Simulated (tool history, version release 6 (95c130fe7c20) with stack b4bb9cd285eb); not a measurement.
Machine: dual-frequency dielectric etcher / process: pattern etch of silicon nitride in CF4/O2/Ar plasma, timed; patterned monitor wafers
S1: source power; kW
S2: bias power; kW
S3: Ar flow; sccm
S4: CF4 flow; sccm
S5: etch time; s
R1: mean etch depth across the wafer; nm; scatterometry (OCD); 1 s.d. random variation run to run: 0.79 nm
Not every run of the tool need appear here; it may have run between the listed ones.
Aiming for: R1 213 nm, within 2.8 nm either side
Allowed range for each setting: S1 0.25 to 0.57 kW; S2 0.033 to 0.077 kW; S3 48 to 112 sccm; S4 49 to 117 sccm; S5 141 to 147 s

run,day,S1,S2,S3,S4,S5,R1
1,0,0.41,0.055,80,83,141,281.48
2,0.079,0.38,0.055,80,83,141,266.55
3,0.196,0.38,0.055,80,98,141,269.7
4,0.275,0.38,0.055,80,83,141,263.4
# day 0.392: source power generator calibrated
5,0.392,0.38,0.055,80,92,141,263.55
6,0.662,0.36,0.055,80,92,141,253.37
7,0.879,0.34,0.055,80,92,141,241.33
8,0.975,0.33,0.055,80,92,141,234.55
9,1.171,0.32,0.055,80,92,141,228.88
10,1.479,0.31,0.055,80,92,141,222.97

Pick the move, out of 5, that brings all results within their allowed miss; only one does.
A,1.788,0.3,0.055,78,94,141.5,?
B,1.788,0.29,0.051,76,81,147,?
C,1.788,0.29,0.068,79,111,141,?
D,1.788,0.32,0.056,82,99,147,?
E,1.788,0.33,0.051,101,116,146.5,?

move,R1
A,219.1
B,213.36
C,231.79
D,241.38
E,237.58
A: an improvement on the last run, though not all results are within tolerance
B: hits every target within its allowed miss
C: misses by more than the last run did
D: misses by more than the last run did
E: misses by more than the last run did
The move that meets every target is B.

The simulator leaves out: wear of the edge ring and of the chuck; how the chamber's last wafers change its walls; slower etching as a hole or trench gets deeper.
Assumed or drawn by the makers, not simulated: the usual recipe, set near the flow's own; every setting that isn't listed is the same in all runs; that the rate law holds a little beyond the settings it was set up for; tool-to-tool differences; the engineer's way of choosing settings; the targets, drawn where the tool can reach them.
